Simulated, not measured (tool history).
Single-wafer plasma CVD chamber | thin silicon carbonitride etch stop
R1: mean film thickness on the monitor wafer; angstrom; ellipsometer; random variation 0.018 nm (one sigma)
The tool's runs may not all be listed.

{"run": 1, "hour": 0.0, "RF power (kW)": 0.255, "deposition time (s)": 11.7, "R1": 72.591}
{"run": 2, "hour": 6.1, "RF power (kW)": 0.285, "deposition time (s)": 11.7, "R1": 74.767}
{"run": 3, "hour": 10.6, "RF power (kW)": 0.31, "deposition time (s)": 11.7, "R1": 75.727}
{"run": 4, "hour": 17.5, "RF power (kW)": 0.325, "deposition time (s)": 11.7, "R1": 76.601}
{"run": 5, "hour": 21.6, "RF power (kW)": 0.315, "deposition time (s)": 11.4, "R1": 73.922}
{"run": 6, "hour": 30.3, "RF power (kW)": 0.315, "deposition time (s)": 12.8, "R1": 83.277}
{"run": 7, "hour": 32.7, "RF power (kW)": 0.305, "deposition time (s)": 12.3, "R1": 79.323}
{"run": 8, "hour": 38.9, "RF power (kW)": 0.295, "deposition time (s)": 11.9, "R1": 75.988}

Estimate the outcome of run 9 from the log above:
{"run": 9, "hour": 44.0, "RF power (kW)": 0.285, "deposition time (s)": 11.6, "R1": "?"}

Run 9 produced R1 73.808 angstrom.
